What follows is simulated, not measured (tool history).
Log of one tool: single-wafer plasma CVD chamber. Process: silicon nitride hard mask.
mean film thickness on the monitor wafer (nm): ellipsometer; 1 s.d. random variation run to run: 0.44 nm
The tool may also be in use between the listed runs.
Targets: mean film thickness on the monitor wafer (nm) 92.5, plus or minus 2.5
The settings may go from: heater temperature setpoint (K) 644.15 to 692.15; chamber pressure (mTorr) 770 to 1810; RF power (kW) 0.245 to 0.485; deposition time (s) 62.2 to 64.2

run	hour	heater temperature setpoint (K)	chamber pressure (mTorr)	RF power (kW)	deposition time (s)	mean film thickness on the monitor wafer (nm)
1	0	668.15	1290	0.365	62.2	77.706
2	5.2	668.15	1370	0.365	62.2	79.117
3	8.3	678.15	1370	0.365	62.2	79.213
4	15.4	678.15	1370	0.365	62.2	79.454
5	22.7	678.15	1420	0.375	62.3	81.802
6	26.8	668.15	1420	0.375	62.3	81.324
7	33.5	668.15	1460	0.385	62.4	83.821
# hour 40: RF generator calibrated
8	40	668.15	1500	0.39	62.5	87.063
9	44.7	668.15	1530	0.39	62.5	87.54

4 next moves are on the table. One of them brings every result within its allowed miss. Which?
A	49.4	666.15	1570	0.405	64.2	?
B	49.4	676.15	1690	0.315	63.8	?
C	49.4	671.15	1410	0.36	62.2	?
D	49.4	690.15	1610	0.36	64.2	?

move	mean film thickness on the monitor wafer (nm)
A	93.095
B	82.342
C	81.264
D	87.274
A: all results in spec
B: its largest miss is bigger than the last run's
C: its largest miss is bigger than the last run's
D: its largest miss is bigger than the last run's
Move A is the one to make.

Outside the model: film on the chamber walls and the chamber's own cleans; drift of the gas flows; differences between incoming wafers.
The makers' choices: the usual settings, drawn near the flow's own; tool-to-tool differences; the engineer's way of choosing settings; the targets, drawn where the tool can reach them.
